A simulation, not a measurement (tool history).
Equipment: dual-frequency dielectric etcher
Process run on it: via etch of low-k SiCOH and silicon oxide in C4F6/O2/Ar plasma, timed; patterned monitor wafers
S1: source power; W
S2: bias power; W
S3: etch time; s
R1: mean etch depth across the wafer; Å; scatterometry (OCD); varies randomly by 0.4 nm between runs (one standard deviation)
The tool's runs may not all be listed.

Run 1, hour 0: S1 460 W, S2 147 W, S3 30 s. Result: R1 725.53 Å.
Run 2, hour 8.2: S1 460 W, S2 147 W, S3 27.5 s. Result: R1 663.29 Å.
Run 3, hour 14.4: S1 500 W, S2 158 W, S3 27.5 s. Result: R1 706.91 Å.
Run 4, hour 18.7: S1 530 W, S2 168 W, S3 27.5 s. Result: R1 738.14 Å.
Run 5, hour 26.2: S1 530 W, S2 168 W, S3 30 s. Result: R1 805.06 Å.
Run 6, hour 31.5: S1 540 W, S2 169 W, S3 30 s. Result: R1 817.9 Å.
Run 7, hour 32.4: S1 550 W, S2 169 W, S3 30 s. Result: R1 830.7 Å.
Run 8, hour 41.2: S1 550 W, S2 169 W, S3 30 s. Result: R1 824.67 Å.
Run 9, hour 45: S1 560 W, S2 169 W, S3 30 s. Result: R1 834.93 Å.

Estimate the outcome of run 10 from the log above:
Run 10, hour 47.8: S1 570 W, S2 169 W, S3 30 s. Result: R1 ?.

R1: 830.89 Å

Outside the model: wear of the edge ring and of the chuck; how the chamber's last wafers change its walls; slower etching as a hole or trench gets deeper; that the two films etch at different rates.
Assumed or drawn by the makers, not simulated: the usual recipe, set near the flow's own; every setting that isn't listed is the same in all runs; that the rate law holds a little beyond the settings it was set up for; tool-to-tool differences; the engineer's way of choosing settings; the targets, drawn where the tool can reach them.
